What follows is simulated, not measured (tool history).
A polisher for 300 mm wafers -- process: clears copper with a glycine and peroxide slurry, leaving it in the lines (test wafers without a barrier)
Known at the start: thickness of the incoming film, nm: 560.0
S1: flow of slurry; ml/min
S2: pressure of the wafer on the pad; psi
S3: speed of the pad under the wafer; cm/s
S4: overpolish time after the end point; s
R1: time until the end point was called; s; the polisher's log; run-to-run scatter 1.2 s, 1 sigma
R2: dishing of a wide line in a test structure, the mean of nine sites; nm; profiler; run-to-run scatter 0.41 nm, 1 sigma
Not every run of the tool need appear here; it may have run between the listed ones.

{"run": 1, "hour": 0.0, "S1": 245, "S2": 2.7, "S3": 112, "S4": 12, "R1": 107.39, "R2": 42.14}
{"run": 2, "hour": 3.6, "S1": 245, "S2": 2.8, "S3": 112, "S4": 11, "R1": 102.83, "R2": 39.967}
{"run": 3, "hour": 11.2, "S1": 245, "S2": 2.9, "S3": 112, "S4": 11, "R1": 100.82, "R2": 41.175}
{"run": 4, "hour": 16.5, "S1": 245, "S2": 3.0, "S3": 112, "S4": 10, "R1": 93.335, "R2": 39.541}
{"run": 5, "hour": 20.7, "S1": 215, "S2": 3.0, "S3": 112, "S4": 10, "R1": 98.638, "R2": 39.14}
{"run": 6, "hour": 28.9, "S1": 215, "S2": 3.0, "S3": 112, "S4": 14, "R1": 97.43, "R2": 49.03}
{"run": 7, "hour": 35.8, "S1": 220, "S2": 3.1, "S3": 112, "S4": 13, "R1": 95.262, "R2": 48.748}
{"run": 8, "hour": 37.0, "S1": 225, "S2": 3.2, "S3": 112, "S4": 12, "R1": 95.68, "R2": 46.682}

Run 9 is up next; what results do you expect?
{"run": 9, "hour": 37.7, "S1": 225, "S2": 3.2, "S3": 112, "S4": 12, "R1": "?", "R2": "?"}

R1: 96.892 s
R2: 46.157 nm

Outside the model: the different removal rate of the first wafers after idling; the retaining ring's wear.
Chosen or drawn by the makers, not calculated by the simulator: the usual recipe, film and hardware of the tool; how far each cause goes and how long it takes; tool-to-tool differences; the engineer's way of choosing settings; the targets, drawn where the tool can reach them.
